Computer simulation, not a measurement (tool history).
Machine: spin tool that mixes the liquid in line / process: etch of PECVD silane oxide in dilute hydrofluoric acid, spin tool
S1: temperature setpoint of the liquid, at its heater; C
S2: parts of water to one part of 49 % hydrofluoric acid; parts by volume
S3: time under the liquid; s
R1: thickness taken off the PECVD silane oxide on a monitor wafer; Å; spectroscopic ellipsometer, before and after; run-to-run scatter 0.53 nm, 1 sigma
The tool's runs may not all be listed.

run,hour,S1,S2,S3,R1
1,0.0,25.0,80,75,395.79
2,3.0,27.0,65,75,539.52
3,11.2,27.0,65,80,572.68
4,19.1,28.5,55,80,728.95
5,26.3,30.0,50,80,865.12
6,33.2,30.0,50,75,803.33
7,36.6,33.0,40,75,1150.00
8,41.6,32.5,40,75,1127.40
9,45.7,32.0,40,75,1108.70

Expected results for the next run?
10,51.4,31.5,40,75,?

{"run 10": {"R1": 1085.1}}
